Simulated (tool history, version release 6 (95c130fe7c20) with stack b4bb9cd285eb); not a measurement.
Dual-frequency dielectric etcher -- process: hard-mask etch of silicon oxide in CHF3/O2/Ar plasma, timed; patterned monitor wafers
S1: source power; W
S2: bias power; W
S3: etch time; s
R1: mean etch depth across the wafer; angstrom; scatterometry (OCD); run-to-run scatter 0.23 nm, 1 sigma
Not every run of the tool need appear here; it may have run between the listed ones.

run	hour	S1	S2	S3	R1
1	0.0	490	166	30.0	517.61
2	2.4	410	166	30.0	492.48
3	5.8	490	166	30.0	514.46
4	8.4	490	138	30.0	468.87
5	10.3	530	138	30.0	478.53
6	16.5	530	138	30.0	478.90
7	19.1	560	155	30.0	520.51

Run 8 comes next. What will it give?
8	22.8	580	165	30.0	?

{"run 8": {"R1": 543.7}}
